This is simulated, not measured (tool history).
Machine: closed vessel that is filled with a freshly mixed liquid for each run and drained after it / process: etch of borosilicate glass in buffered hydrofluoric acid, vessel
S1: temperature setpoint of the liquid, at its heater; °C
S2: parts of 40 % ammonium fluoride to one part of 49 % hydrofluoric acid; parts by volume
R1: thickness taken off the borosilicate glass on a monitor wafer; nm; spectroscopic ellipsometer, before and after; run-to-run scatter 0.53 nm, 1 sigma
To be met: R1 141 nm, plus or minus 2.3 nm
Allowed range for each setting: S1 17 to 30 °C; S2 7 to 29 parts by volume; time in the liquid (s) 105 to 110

run 1 hour=0 | S1=22 S2=18 time_in_the_liquid_(s)=105 | R1=62.969
run 2 hour=2.8 | S1=22 S2=18 time_in_the_liquid_(s)=110 | R1=65.788
run 3 hour=7.2 | S1=22 S2=18 time_in_the_liquid_(s)=110 | R1=65.635
run 4 hour=14.6 | S1=22 S2=15 time_in_the_liquid_(s)=110 | R1=79.055
run 5 hour=16.5 | S1=22 S2=12 time_in_the_liquid_(s)=110 | R1=98.417
run 6 hour=23.7 | S1=22 S2=12 time_in_the_liquid_(s)=110 | R1=98.779
run 7 hour=32.6 | S1=23.5 S2=12 time_in_the_liquid_(s)=110 | R1=106.82
run 8 hour=39.8 | S1=23.5 S2=12 time_in_the_liquid_(s)=110 | R1=106.91
run 9 hour=42.6 | S1=24.5 S2=12 time_in_the_liquid_(s)=110 | R1=113.02
run 10 hour=47.5 | S1=25.5 S2=12 time_in_the_liquid_(s)=110 | R1=119.14
run 11 hour=50.9 | S1=26 S2=12 time_in_the_liquid_(s)=110 | R1=122.32
run 12 hour=53.5 | S1=26.5 S2=12 time_in_the_liquid_(s)=110 | R1=125.02

Exactly one of the 4 candidate moves below puts every result within its allowed miss. Which one?
run A hour=56.1 | S1=25 S2=10.5 time_in_the_liquid_(s)=110 | R1=?
run B hour=56.1 | S1=27.5 S2=10.5 time_in_the_liquid_(s)=110 | R1=?
run C hour=56.1 | S1=27 S2=11 time_in_the_liquid_(s)=110 | R1=?
run D hour=56.1 | S1=27 S2=10.5 time_in_the_liquid_(s)=110 | R1=?

move=A R1=131.17
move=B R1=149.67
move=C R1=139.27
move=D R1=145.8
A: better than the last run, though not everything is in spec
B: the result that was furthest off in the last run now lies on the other side of its target
C: meets every target
D: the result that was furthest off in the last run now lies on the other side of its target
Go with C: it meets all targets.

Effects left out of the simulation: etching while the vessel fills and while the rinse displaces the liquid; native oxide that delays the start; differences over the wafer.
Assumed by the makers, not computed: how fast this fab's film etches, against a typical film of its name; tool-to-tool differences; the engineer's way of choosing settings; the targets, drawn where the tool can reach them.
